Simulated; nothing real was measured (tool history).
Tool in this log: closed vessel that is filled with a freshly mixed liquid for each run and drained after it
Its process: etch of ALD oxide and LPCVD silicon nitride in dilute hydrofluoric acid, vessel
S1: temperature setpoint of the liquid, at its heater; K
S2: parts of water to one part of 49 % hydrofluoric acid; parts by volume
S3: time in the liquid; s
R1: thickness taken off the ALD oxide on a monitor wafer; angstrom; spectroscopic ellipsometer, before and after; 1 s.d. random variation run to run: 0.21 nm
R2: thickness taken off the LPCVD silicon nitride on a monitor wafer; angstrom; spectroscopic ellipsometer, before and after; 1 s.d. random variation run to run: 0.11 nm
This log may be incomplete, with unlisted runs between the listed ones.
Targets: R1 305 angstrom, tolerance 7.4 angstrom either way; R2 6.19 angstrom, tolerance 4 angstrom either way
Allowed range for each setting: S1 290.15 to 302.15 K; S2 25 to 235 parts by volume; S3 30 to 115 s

{"run": 1, "hour": 0.0, "S1": 294.15, "S2": 130, "S3": 60, "R1": 68.315, "R2": 1.5625}
{"run": 2, "hour": 8.4, "S1": 294.15, "S2": 115, "S3": 60, "R1": 79.068, "R2": 1.8703}
{"run": 3, "hour": 16.8, "S1": 294.15, "S2": 135, "S3": 60, "R1": 65.68, "R2": 2.0308}
{"run": 4, "hour": 24.0, "S1": 294.15, "S2": 135, "S3": 75, "R1": 82.969, "R2": 2.0116}
{"run": 5, "hour": 30.1, "S1": 294.15, "S2": 135, "S3": 60, "R1": 65.433, "R2": 1.6068}
{"run": 6, "hour": 33.2, "S1": 295.15, "S2": 120, "S3": 60, "R1": 77.568, "R2": 1.7125}
{"hour": 36.3, "done": "thermometer replaced"}
{"run": 7, "hour": 36.3, "S1": 299.15, "S2": 70, "S3": 80, "R1": 235.77, "R2": 4.9415}
{"run": 8, "hour": 42.4, "S1": 299.65, "S2": 70, "S3": 80, "R1": 237.76, "R2": 5.4924}
{"run": 9, "hour": 43.8, "S1": 300.15, "S2": 70, "S3": 80, "R1": 242.92, "R2": 6.6168}
{"run": 10, "hour": 46.4, "S1": 300.65, "S2": 60, "S3": 80, "R1": 294.92, "R2": 8.8098}
{"run": 11, "hour": 48.5, "S1": 300.15, "S2": 55, "S3": 80, "R1": 314.58, "R2": 10.187}

4 next moves are on the table. One of them brings every result within its allowed miss. Which?
{"run": "A", "hour": 50.6, "S1": 299.15, "S2": 60, "S3": 95, "R1": "?", "R2": "?"}
{"run": "B", "hour": 50.6, "S1": 299.65, "S2": 55, "S3": 85, "R1": "?", "R2": "?"}
{"run": "C", "hour": 50.6, "S1": 297.15, "S2": 60, "S3": 95, "R1": "?", "R2": "?"}
{"run": "D", "hour": 50.6, "S1": 298.15, "S2": 55, "S3": 90, "R1": "?", "R2": "?"}

move=A R1=327.08 R2=7.3832
move=B R1=328 R2=7.4391
move=C R1=301.63 R2=6.4624
move=D R1=326.86 R2=7.13
A: lands further from the targets than the last run did
B: lands further from the targets than the last run did
C: every result lands within tolerance
D: lands further from the targets than the last run did
The move that meets every target is C.
